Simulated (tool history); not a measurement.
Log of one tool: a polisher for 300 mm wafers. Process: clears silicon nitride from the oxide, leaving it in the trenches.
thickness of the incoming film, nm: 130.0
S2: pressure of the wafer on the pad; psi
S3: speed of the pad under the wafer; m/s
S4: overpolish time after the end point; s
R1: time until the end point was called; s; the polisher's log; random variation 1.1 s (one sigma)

run 1 hour=0.0 | flow_of_slurry_(ml/min)=210 S2=3.2 S3=1.24 S4=8 | R1=128.460
run 2 hour=7.1 | flow_of_slurry_(ml/min)=210 S2=3.2 S3=1.24 S4=8 | R1=128.480
run 3 hour=12.9 | flow_of_slurry_(ml/min)=210 S2=3.2 S3=1.04 S4=8 | R1=144.030
run 4 hour=21.2 | flow_of_slurry_(ml/min)=210 S2=3.2 S3=1.04 S4=6 | R1=146.440
run 5 hour=25.0 | flow_of_slurry_(ml/min)=210 S2=3.6 S3=1.04 S4=6 | R1=130.360
run 6 hour=33.4 | flow_of_slurry_(ml/min)=245 S2=3.6 S3=1.04 S4=6 | R1=128.340
run 7 hour=39.5 | flow_of_slurry_(ml/min)=245 S2=3.9 S3=1.04 S4=6 | R1=118.380
run 8 hour=42.3 | flow_of_slurry_(ml/min)=245 S2=4.1 S3=1.04 S4=6 | R1=112.500
run 9 hour=49.0 | flow_of_slurry_(ml/min)=245 S2=4.2 S3=1.04 S4=6 | R1=109.150
run 10 hour=55.9 | flow_of_slurry_(ml/min)=245 S2=4.3 S3=1.04 S4=6 | R1=107.620
run 11 hour=57.7 | flow_of_slurry_(ml/min)=245 S2=4.4 S3=1.04 S4=6 | R1=104.080
run 12 hour=61.1 | flow_of_slurry_(ml/min)=245 S2=4.5 S3=1.04 S4=6 | R1=101.320
run 13 hour=65.2 | flow_of_slurry_(ml/min)=245 S2=4.5 S3=1.04 S4=6 | R1=100.250

Run 14 comes next. What will it give?
run 14 hour=72.6 | flow_of_slurry_(ml/min)=245 S2=4.5 S3=1.04 S4=6 | R1=?

R1: 99.867 s

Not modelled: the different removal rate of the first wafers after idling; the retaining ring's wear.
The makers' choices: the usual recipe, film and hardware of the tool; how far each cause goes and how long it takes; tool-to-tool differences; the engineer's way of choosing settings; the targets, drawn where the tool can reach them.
